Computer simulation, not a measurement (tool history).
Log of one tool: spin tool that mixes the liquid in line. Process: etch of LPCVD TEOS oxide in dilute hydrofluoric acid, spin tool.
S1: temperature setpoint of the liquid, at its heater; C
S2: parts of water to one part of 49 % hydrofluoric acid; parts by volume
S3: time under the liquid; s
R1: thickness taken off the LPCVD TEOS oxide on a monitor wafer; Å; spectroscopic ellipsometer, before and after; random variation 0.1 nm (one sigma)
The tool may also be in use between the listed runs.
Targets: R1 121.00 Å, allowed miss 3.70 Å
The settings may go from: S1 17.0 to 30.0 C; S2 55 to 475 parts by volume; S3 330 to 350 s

{"run": 1, "hour": 0.0, "S1": 22.0, "S2": 265, "S3": 330, "R1": 173.7}
{"run": 2, "hour": 8.2, "S1": 22.0, "S2": 265, "S3": 330, "R1": 174.53}
{"run": 3, "hour": 16.2, "S1": 19.0, "S2": 265, "S3": 330, "R1": 155.22}
{"run": 4, "hour": 18.2, "S1": 18.5, "S2": 275, "S3": 330, "R1": 147.19}
{"run": 5, "hour": 26.4, "S1": 18.5, "S2": 355, "S3": 330, "R1": 105.04}
{"run": 6, "hour": 29.7, "S1": 18.5, "S2": 275, "S3": 330, "R1": 147.92}
{"run": 7, "hour": 33.9, "S1": 18.0, "S2": 285, "S3": 330, "R1": 137.1}
{"run": 8, "hour": 37.6, "S1": 18.0, "S2": 290, "S3": 330, "R1": 135.31}
{"run": 9, "hour": 42.3, "S1": 18.0, "S2": 295, "S3": 330, "R1": 130.62}
{"run": 10, "hour": 47.4, "S1": 18.0, "S2": 295, "S3": 330, "R1": 133.18}

Which of these 5 next moves meets every target?
{"run": "A", "hour": 52.5, "S1": 17.0, "S2": 275, "S3": 345, "R1": "?"}
{"run": "B", "hour": 52.5, "S1": 18.0, "S2": 340, "S3": 330, "R1": "?"}
{"run": "C", "hour": 52.5, "S1": 17.0, "S2": 290, "S3": 330, "R1": "?"}
{"run": "D", "hour": 52.5, "S1": 17.5, "S2": 295, "S3": 350, "R1": "?"}
{"run": "E", "hour": 52.5, "S1": 17.0, "S2": 325, "S3": 350, "R1": "?"}

move=A R1=143.53
move=B R1=109.16
move=C R1=128.54
move=D R1=136.01
move=E R1=118.16
A: further off than the last run
B: takes the result that was furthest off past its target
C: nearer than the last run, and not there yet
D: further off than the last run
E: meets every target
The right move is E.

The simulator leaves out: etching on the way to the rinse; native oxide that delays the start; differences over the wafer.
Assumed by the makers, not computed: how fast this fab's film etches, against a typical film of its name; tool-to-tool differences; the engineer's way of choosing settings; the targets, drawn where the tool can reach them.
